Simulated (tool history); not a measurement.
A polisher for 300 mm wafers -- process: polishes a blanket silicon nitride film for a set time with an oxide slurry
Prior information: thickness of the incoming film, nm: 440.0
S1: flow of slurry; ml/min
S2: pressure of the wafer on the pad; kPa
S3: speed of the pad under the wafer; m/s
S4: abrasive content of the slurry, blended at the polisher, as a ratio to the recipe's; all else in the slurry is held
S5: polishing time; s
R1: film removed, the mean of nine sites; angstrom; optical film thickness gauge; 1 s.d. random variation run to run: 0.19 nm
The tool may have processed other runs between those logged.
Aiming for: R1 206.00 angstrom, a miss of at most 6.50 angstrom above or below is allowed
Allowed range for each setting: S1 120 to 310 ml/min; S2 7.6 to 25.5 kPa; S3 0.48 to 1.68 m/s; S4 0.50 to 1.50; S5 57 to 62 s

Run 1, hour 0.0: S1 200 ml/min, S2 16.5 kPa, S3 1.08 m/s, S4 1.00, S5 62 s. Result: R1 237.36 angstrom.
Run 2, hour 6.3: S1 180 ml/min, S2 16.5 kPa, S3 1.08 m/s, S4 1.00, S5 62 s. Result: R1 231.61 angstrom.
Run 3, hour 14.2: S1 180 ml/min, S2 16.5 kPa, S3 1.08 m/s, S4 1.00, S5 62 s. Result: R1 234.00 angstrom.
Run 4, hour 16.5: S1 225 ml/min, S2 16.5 kPa, S3 1.08 m/s, S4 1.00, S5 62 s. Result: R1 242.19 angstrom.
Run 5, hour 24.5: S1 220 ml/min, S2 16.5 kPa, S3 1.08 m/s, S4 1.00, S5 62 s. Result: R1 238.16 angstrom.
Run 6, hour 30.3: S1 220 ml/min, S2 16.5 kPa, S3 1.30 m/s, S4 1.00, S5 62 s. Result: R1 262.13 angstrom.
Run 7, hour 35.9: S1 220 ml/min, S2 15.9 kPa, S3 1.30 m/s, S4 1.00, S5 62 s. Result: R1 253.86 angstrom.
Run 8, hour 41.0: S1 220 ml/min, S2 15.2 kPa, S3 1.30 m/s, S4 1.00, S5 62 s. Result: R1 248.34 angstrom.
Run 9, hour 42.5: S1 220 ml/min, S2 14.5 kPa, S3 1.30 m/s, S4 1.00, S5 62 s. Result: R1 239.96 angstrom.

Pick the move, out of 4, that brings all results within their allowed miss; only one does.
Run A, hour 44.0: S1 255 ml/min, S2 15.9 kPa, S3 1.02 m/s, S4 1.00, S5 59 s. Result: R1 ?.
Run B, hour 44.0: S1 155 ml/min, S2 12.4 kPa, S3 1.30 m/s, S4 1.10, S5 57 s. Result: R1 ?.
Run C, hour 44.0: S1 205 ml/min, S2 17.9 kPa, S3 1.10 m/s, S4 1.15, S5 62 s. Result: R1 ?.
Run D, hour 44.0: S1 200 ml/min, S2 12.4 kPa, S3 1.04 m/s, S4 1.40, S5 61 s. Result: R1 ?.

move      R1
   A  220.95
   B  193.95
   C  272.42
   D  208.60
A: closes in on the targets versus the last run, not all within tolerance yet
B: pushes the last run's worst result past its target
C: moves away from the targets compared with the last run
D: hits every target within its allowed miss
So the answer is move D, the one that meets all the targets.
